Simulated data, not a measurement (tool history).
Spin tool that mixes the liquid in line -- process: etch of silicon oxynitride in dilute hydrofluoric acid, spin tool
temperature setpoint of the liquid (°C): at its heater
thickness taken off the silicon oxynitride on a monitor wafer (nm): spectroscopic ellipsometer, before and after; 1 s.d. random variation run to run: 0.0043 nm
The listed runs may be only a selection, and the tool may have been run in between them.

run  hour  temperature setpoint of the liquid (°C)  parts of water to one part of 49 % hydrofluoric acid (parts by volume)  time under the liquid (s)  thickness taken off the silicon oxynitride on a monitor wafer (nm)
  1     0                                       20                                                                     210                         55                                                             0.23827
  2   5.2                                       20                                                                     210                         55                                                             0.24104
  3  12.3                                     19.5                                                                     215                         55                                                             0.23332
  4  13.2                                     19.5                                                                     215                         55                                                             0.22966
  5  19.7                                       19                                                                     220                         55                                                             0.22245
  6  28.7                                     22.5                                                                     220                         55                                                             0.26811
  7  36.9                                     21.5                                                                     225                         55                                                             0.23191

The next listed run, before its measurement:
  8  38.8                                       21                                                                     230                         55                                                                   ?

Run 8 came out at thickness taken off the silicon oxynitride on a monitor wafer (nm) 0.22692.
